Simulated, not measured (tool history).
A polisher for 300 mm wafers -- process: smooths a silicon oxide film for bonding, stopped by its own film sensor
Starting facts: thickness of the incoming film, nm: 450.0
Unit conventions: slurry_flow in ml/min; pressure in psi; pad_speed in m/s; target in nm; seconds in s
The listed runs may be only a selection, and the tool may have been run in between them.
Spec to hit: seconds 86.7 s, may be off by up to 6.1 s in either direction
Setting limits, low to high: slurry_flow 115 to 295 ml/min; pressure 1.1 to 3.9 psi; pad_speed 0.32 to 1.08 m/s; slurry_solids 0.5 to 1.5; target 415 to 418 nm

run	hour	slurry_flow	pressure	pad_speed	slurry_solids	target	seconds
1	0	190	2.5	0.7	1	415	50.797
2	5.7	190	2.2	0.68	1	415	62.184
3	9	190	2	0.68	1	415	67.189
4	9.6	190	1.9	0.68	1	415	68.613
5	10.7	225	1.9	0.68	1	415	68.932
6	13.9	225	1.8	0.68	1	415	71.892
7	22	225	1.7	0.68	1	415	74.359
8	26.7	225	1.6	0.68	1	415	80.481

4 candidate next runs follow, results not yet known. Just one meets every target within its allowed miss. Identify it.
A	31.4	230	1.6	0.76	1.05	418	?
B	31.4	215	1.6	0.58	1	415	?
C	31.4	235	1.6	0.74	0.95	415	?
D	31.4	255	1.8	0.62	0.95	417	?

move	seconds
A	66.5
B	85.543
C	75.632
D	69.227
A: the biggest miss grows against the last run
B: all results in spec
C: the biggest miss grows against the last run
D: the biggest miss grows against the last run
The right move is B.

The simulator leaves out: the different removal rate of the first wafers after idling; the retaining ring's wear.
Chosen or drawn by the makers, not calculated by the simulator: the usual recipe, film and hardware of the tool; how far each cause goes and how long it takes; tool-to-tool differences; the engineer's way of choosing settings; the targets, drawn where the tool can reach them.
